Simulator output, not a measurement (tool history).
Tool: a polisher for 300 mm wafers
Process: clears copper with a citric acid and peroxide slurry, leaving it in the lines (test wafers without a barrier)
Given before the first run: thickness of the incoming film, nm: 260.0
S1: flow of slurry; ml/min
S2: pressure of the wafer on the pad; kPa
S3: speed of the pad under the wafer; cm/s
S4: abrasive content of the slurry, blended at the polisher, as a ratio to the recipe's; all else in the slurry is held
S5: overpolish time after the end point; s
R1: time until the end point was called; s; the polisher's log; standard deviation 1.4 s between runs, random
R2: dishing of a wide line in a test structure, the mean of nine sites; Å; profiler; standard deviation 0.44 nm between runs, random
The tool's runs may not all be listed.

| run | hour | S1 | S2 | S3 | S4 | S5 | R1 | R2 |
|---|---|---|---|---|---|---|---|---|
| 1 | 0.0 | 295 | 18.6 | 134 | 1.0 | 17 | 123.75 | 272.30 |
| 2 | 3.0 | 295 | 18.6 | 112 | 1.0 | 17 | 139.67 | 234.36 |
| 3 | 6.5 | 240 | 18.6 | 112 | 1.0 | 17 | 145.54 | 232.78 |
| 4 | 12.9 | 230 | 20.0 | 114 | 1.0 | 18 | 133.60 | 259.84 |
| 5 | 19.9 | 225 | 20.7 | 116 | 1.0 | 19 | 125.99 | 286.66 |
| 6 | 22.2 | 225 | 20.7 | 116 | 1.0 | 25 | 128.15 | 365.15 |
| 7 | 29.5 | 230 | 21.4 | 116 | 1.0 | 25 | 121.35 | 372.58 |

Run 8, settings as shown, results not yet in. Your forecast:
| 8 | 34.8 | 235 | 22.1 | 116 | 1.0 | 25 | ? | ? |

For run 8 the tool returned R1 119.59 s, R2 397.37 Å.
